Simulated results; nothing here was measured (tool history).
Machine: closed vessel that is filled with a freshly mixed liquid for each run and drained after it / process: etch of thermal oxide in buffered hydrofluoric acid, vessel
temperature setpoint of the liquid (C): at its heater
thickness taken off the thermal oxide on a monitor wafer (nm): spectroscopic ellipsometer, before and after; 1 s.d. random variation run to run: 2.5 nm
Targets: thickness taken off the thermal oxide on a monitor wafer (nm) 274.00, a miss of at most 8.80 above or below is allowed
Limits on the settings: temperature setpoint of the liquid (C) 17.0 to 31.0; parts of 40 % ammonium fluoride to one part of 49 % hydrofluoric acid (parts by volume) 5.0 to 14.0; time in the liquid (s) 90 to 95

run  hour  temperature setpoint of the liquid (C)  parts of 40 % ammonium fluoride to one part of 49 % hydrofluoric acid (parts by volume)  time in the liquid (s)  thickness taken off the thermal oxide on a monitor wafer (nm)
  1   0.0                                    23.0                                                                                      8.5                      90                                                         123.23
  2   4.8                                    25.5                                                                                      8.5                      90                                                         138.61
  3   5.8                                    25.5                                                                                      9.5                      90                                                         123.00
  4  13.0                                    25.5                                                                                     11.5                      90                                                         105.72
  5  18.7                                    27.0                                                                                      9.5                      90                                                         136.40
  6  25.9                                    27.0                                                                                     12.0                      90                                                         110.58
  7  27.5                                    27.0                                                                                     12.0                      90                                                         111.35
  8  32.7                                    27.0                                                                                     12.0                      90                                                         110.34
  9  38.9                                    28.5                                                                                     10.0                      90                                                         144.68
 10  45.7                                    29.0                                                                                      8.5                      90                                                         168.48
 11  49.3                                    31.0                                                                                      5.5                      95                                                         298.07
 12  53.5                                    30.5                                                                                      5.5                      95                                                         289.22

Exactly one of the 4 candidate moves below puts every result within its allowed miss. Which one?
  A  57.7                                    31.0                                                                                      5.0                      90                                                              ?
  B  57.7                                    31.0                                                                                      5.5                      95                                                              ?
  C  57.7                                    31.0                                                                                      5.0                      95                                                              ?
  D  57.7                                    30.5                                                                                      5.5                      90                                                              ?

move  thickness taken off the thermal oxide on a monitor wafer (nm)
   A                                                         302.65
   B                                                         294.81
   C                                                         319.46
   D                                                         272.12
A: its largest miss is bigger than the last run's
B: its largest miss is bigger than the last run's
C: its largest miss is bigger than the last run's
D: every result within its allowed miss
D is the move that brings every result within its allowed miss.

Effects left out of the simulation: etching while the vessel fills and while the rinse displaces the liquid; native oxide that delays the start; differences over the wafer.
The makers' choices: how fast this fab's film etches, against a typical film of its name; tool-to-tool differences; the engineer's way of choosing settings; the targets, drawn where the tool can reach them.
